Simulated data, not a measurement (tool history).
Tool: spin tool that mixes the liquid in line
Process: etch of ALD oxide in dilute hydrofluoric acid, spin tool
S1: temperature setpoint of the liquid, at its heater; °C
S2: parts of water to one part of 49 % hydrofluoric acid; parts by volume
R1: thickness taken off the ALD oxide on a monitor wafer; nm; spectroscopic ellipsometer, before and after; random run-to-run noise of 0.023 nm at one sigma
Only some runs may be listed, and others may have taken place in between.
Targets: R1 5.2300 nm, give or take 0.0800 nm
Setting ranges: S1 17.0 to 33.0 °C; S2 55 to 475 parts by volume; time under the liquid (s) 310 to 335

{"run": 1, "day": 0.0, "S1": 25.0, "S2": 265, "time under the liquid (s)": 310, "R1": 9.4864}
{"run": 2, "day": 0.05, "S1": 25.0, "S2": 315, "time under the liquid (s)": 310, "R1": 7.5457}
{"run": 3, "day": 0.083, "S1": 25.0, "S2": 315, "time under the liquid (s)": 310, "R1": 7.5302}
{"run": 4, "day": 0.262, "S1": 25.0, "S2": 255, "time under the liquid (s)": 310, "R1": 9.907}
{"run": 5, "day": 0.312, "S1": 24.0, "S2": 265, "time under the liquid (s)": 310, "R1": 9.1732}
{"run": 6, "day": 0.425, "S1": 24.0, "S2": 210, "time under the liquid (s)": 310, "R1": 12.216}
{"run": 7, "day": 0.675, "S1": 23.0, "S2": 225, "time under the liquid (s)": 310, "R1": 10.7}
{"run": 8, "day": 0.717, "S1": 22.0, "S2": 240, "time under the liquid (s)": 310, "R1": 9.5602}
{"run": 9, "day": 0.862, "S1": 21.5, "S2": 250, "time under the liquid (s)": 310, "R1": 8.9975}
{"run": 10, "day": 1.017, "S1": 21.0, "S2": 260, "time under the liquid (s)": 310, "R1": 8.3644}
{"run": 11, "day": 1.25, "S1": 20.5, "S2": 270, "time under the liquid (s)": 310, "R1": 7.8687}
{"run": 12, "day": 1.279, "S1": 17.0, "S2": 345, "time under the liquid (s)": 310, "R1": 5.0443}
{"run": 13, "day": 1.621, "S1": 17.0, "S2": 345, "time under the liquid (s)": 310, "R1": 5.0891}
{"run": 14, "day": 1.65, "S1": 17.5, "S2": 345, "time under the liquid (s)": 310, "R1": 5.1184}

Below are 5 possible settings for the next run. Only one of them brings all results inside the allowed miss of their targets. Which is it?
{"run": "A", "day": 1.679, "S1": 19.0, "S2": 365, "time under the liquid (s)": 320, "R1": "?"}
{"run": "B", "day": 1.679, "S1": 17.0, "S2": 355, "time under the liquid (s)": 320, "R1": "?"}
{"run": "C", "day": 1.679, "S1": 18.0, "S2": 360, "time under the liquid (s)": 315, "R1": "?"}
{"run": "D", "day": 1.679, "S1": 17.0, "S2": 360, "time under the liquid (s)": 320, "R1": "?"}
{"run": "E", "day": 1.679, "S1": 18.5, "S2": 385, "time under the liquid (s)": 335, "R1": "?"}

move=A R1=5.2176
move=B R1=5.0296
move=C R1=5.0438
move=D R1=4.9399
move=E R1=5.0041
A: all results land within tolerance of their targets
B: misses by more than the last run did
C: misses by more than the last run did
D: misses by more than the last run did
E: misses by more than the last run did
Go with A: it meets all targets.
